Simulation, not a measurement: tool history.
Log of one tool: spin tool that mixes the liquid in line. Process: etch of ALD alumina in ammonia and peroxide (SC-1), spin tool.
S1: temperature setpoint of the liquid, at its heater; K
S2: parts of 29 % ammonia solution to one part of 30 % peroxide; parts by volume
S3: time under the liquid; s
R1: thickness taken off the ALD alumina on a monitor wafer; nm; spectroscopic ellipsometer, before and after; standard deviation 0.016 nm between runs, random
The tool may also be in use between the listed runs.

Run 1, hour 0: S1 328.15 K, S2 0.55 parts by volume, S3 65 s. Result: R1 4.5085 nm.
Run 2, hour 1.6: S1 328.15 K, S2 0.55 parts by volume, S3 40 s. Result: R1 2.7461 nm.
Run 3, hour 8.2: S1 327.65 K, S2 0.55 parts by volume, S3 40 s. Result: R1 2.669 nm.
Run 4, hour 13.3: S1 327.65 K, S2 0.55 parts by volume, S3 40 s. Result: R1 2.6735 nm.
Run 5, hour 16.8: S1 327.65 K, S2 0.55 parts by volume, S3 40 s. Result: R1 2.7274 nm.
Run 6, hour 20.6: S1 327.15 K, S2 0.55 parts by volume, S3 40 s. Result: R1 2.6324 nm.
At hour 24.8: thermometer replaced.
Run 7, hour 24.8: S1 326.65 K, S2 0.55 parts by volume, S3 40 s. Result: R1 2.7239 nm.
Run 8, hour 25.6: S1 322.15 K, S2 0.55 parts by volume, S3 40 s. Result: R1 2.1069 nm.

Run 9 comes next. What will it give?
Run 9, hour 28.1: S1 324.15 K, S2 0.55 parts by volume, S3 40 s. Result: R1 ?.

Run 9 yielded R1 2.4026 nm.
